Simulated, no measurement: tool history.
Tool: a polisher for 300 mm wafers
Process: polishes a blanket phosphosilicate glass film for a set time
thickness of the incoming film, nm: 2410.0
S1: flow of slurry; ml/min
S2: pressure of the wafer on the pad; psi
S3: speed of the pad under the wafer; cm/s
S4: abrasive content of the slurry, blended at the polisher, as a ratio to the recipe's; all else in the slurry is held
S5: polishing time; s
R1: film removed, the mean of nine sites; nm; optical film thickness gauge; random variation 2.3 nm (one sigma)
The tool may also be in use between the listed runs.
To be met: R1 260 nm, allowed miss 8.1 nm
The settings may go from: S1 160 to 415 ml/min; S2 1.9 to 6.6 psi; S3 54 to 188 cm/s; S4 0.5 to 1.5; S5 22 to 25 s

run	hour	S1	S2	S3	S4	S5	R1
1	0	265	4.2	120	1	25	351.3
2	4.3	265	4.2	120	1.15	25	359.96
3	10.8	265	3.2	120	1.15	25	314.06
4	12.7	265	2.9	120	1.15	25	302.14
5	17.2	265	2.9	120	1.15	25	303.28
6	20.7	265	2.9	120	1.15	25	301.2
7	22.1	265	2.7	120	1.15	25	285.81
8	27.9	265	2.6	120	1.15	25	282.96
9	34.4	265	2.5	120	1.15	25	284.35
10	37.5	265	2.4	120	1.15	25	268.93
11	43.1	265	2.3	120	1.15	25	269.04

5 next moves are on the table. One of them brings every result within its allowed miss. Which?
A	48.7	305	2.2	118	1.15	25	?
B	48.7	295	2.3	116	1.25	25	?
C	48.7	215	3.4	114	1.1	23	?
D	48.7	255	2.3	130	1.05	25	?
E	48.7	260	2.1	132	1.25	25	?

move	R1
A	260.28
B	269.73
C	272.43
D	271.24
E	283.59
A: meets every target
B: further off than the last run
C: further off than the last run
D: further off than the last run
E: further off than the last run
Answer: A
